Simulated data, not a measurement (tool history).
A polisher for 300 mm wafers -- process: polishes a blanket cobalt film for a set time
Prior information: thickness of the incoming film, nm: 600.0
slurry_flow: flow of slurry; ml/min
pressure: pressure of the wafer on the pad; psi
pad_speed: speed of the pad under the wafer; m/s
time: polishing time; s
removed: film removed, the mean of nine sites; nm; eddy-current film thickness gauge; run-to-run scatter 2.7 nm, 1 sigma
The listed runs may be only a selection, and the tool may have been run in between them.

run,hour,slurry_flow,pressure,pad_speed,time,removed
1,0,305,2.2,0.78,70,311.66
2,4.5,305,2.1,0.78,70,302.51
3,5.8,305,2.1,0.78,74,316.06
4,7.2,305,2,0.78,74,304.02
5,13.8,305,2.2,0.78,74,334.66
6,21.8,305,2.5,0.78,74,379.29
7,23.5,305,2.3,0.78,74,347.54

Forecast run 8:
8,26.2,305,1.7,0.76,74,?

For run 8 the tool returned removed 253.96 nm.
